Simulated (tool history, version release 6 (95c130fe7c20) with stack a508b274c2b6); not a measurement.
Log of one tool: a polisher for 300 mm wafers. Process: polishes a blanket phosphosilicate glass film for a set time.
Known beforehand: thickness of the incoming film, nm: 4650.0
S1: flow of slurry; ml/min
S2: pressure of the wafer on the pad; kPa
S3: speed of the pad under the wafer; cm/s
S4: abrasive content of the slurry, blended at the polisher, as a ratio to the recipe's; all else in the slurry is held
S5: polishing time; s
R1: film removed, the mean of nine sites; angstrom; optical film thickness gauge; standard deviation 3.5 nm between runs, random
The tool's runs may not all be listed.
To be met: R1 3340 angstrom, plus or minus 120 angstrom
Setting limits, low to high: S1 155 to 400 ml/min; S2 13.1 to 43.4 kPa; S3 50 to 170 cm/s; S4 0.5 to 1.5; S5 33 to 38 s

| run | hour | S1 | S2 | S3 | S4 | S5 | R1 |
|---|---|---|---|---|---|---|---|
| 1 | 0 | 255 | 28.3 | 110 | 1 | 38 | 4099.9 |
| 2 | 3.3 | 320 | 28.3 | 110 | 1 | 38 | 4232.7 |
| 3 | 7.5 | 380 | 28.3 | 110 | 1 | 38 | 4351.6 |
| 4 | 13.8 | 380 | 28.3 | 110 | 1 | 33 | 3801.6 |
| 5 | 21.9 | 380 | 27.6 | 110 | 1 | 33 | 3729.4 |
| 6 | 28.3 | 380 | 30.3 | 110 | 1 | 33 | 4033.1 |
| 7 | 32 | 380 | 29.6 | 110 | 1 | 33 | 3923.3 |
| 8 | 39.7 | 380 | 29 | 110 | 1 | 33 | 3904.1 |
| 9 | 45.7 | 380 | 28.3 | 110 | 1 | 33 | 3749.4 |
| 10 | 51 | 380 | 27.6 | 110 | 1 | 33 | 3660 |

Which of these 4 next moves meets every target?
| A | 56.3 | 375 | 25.5 | 116 | 1 | 33 | ? |
| B | 56.3 | 400 | 29 | 110 | 0.95 | 33 | ? |
| C | 56.3 | 400 | 29.6 | 112 | 1.1 | 33 | ? |
| D | 56.3 | 325 | 34.5 | 70 | 1.25 | 33 | ? |

| move | R1 |
|---|---|
| A | 3506.9 |
| B | 3744.9 |
| C | 4082.6 |
| D | 3327.3 |
A: an improvement on the last run, though not all results are within tolerance
B: misses by more than the last run did
C: misses by more than the last run did
D: all results in spec
Answer: D
